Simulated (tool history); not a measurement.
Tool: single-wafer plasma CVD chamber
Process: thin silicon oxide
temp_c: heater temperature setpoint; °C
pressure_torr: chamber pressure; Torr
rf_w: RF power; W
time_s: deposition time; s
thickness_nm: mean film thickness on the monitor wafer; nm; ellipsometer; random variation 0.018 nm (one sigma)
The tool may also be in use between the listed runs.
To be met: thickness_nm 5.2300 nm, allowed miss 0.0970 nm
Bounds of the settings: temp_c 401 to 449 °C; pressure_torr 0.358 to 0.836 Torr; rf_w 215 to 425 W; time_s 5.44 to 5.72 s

run	hour	temp_c	pressure_torr	rf_w	time_s	thickness_nm
1	0.0	425	0.597	320	5.72	7.5615
2	2.2	425	0.539	320	5.72	7.0253
3	10.7	434	0.539	320	5.72	6.9102
4	16.0	434	0.488	320	5.72	6.3982
5	23.8	434	0.488	365	5.72	6.7213
6	30.3	434	0.582	365	5.72	7.7026
7	39.1	434	0.517	355	5.68	6.9774
8	43.9	434	0.471	345	5.65	6.3045
9	45.6	434	0.438	345	5.65	5.9461
10	49.6	434	0.416	345	5.65	5.7155
11	57.0	434	0.401	345	5.65	5.5824
12	60.6	434	0.390	345	5.65	5.4556
13	68.9	434	0.383	345	5.65	5.3833
14	72.0	434	0.378	345	5.65	5.3624

4 next moves are on the table. One of them brings every result within its allowed miss. Which?
A	75.1	443	0.362	390	5.72	?
B	75.1	439	0.380	355	5.44	?
C	75.1	434	0.415	355	5.50	?
D	75.1	434	0.398	390	5.44	?

move	thickness_nm
A	5.4373
B	5.1989
C	5.6579
D	5.6061
A: further off than the last run
B: meets every target
C: further off than the last run
D: further off than the last run
Answer: B
